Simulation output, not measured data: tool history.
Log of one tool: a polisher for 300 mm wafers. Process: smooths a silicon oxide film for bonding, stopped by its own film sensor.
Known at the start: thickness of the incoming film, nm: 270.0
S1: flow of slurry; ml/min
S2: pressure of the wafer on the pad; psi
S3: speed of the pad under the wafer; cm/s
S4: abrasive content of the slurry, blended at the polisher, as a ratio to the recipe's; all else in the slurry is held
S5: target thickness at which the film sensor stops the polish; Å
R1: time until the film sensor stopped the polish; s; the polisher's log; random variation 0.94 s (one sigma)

run 1 hour=0 | S1=190 S2=1.8 S3=70 S4=1 S5=2320 | R1=80.641
run 2 hour=4 | S1=190 S2=1.9 S3=70 S4=1 S5=2320 | R1=77.015
run 3 hour=5.1 | S1=190 S2=2 S3=70 S4=1 S5=2320 | R1=76.944
run 4 hour=10.9 | S1=190 S2=2 S3=70 S4=1 S5=2300 | R1=78.88
run 5 hour=16.4 | S1=190 S2=2.1 S3=70 S4=1 S5=2300 | R1=78.825
run 6 hour=19.6 | S1=190 S2=1.8 S3=70 S4=1 S5=2300 | R1=84.34
run 7 hour=22.5 | S1=190 S2=2 S3=72 S4=1 S5=2300 | R1=77.197
run 8 hour=27 | S1=190 S2=2.1 S3=74 S4=1 S5=2300 | R1=74.495

The next listed run, before its measurement:
run 9 hour=28.7 | S1=190 S2=2.2 S3=76 S4=1 S5=2300 | R1=?

R1: 70.19 s

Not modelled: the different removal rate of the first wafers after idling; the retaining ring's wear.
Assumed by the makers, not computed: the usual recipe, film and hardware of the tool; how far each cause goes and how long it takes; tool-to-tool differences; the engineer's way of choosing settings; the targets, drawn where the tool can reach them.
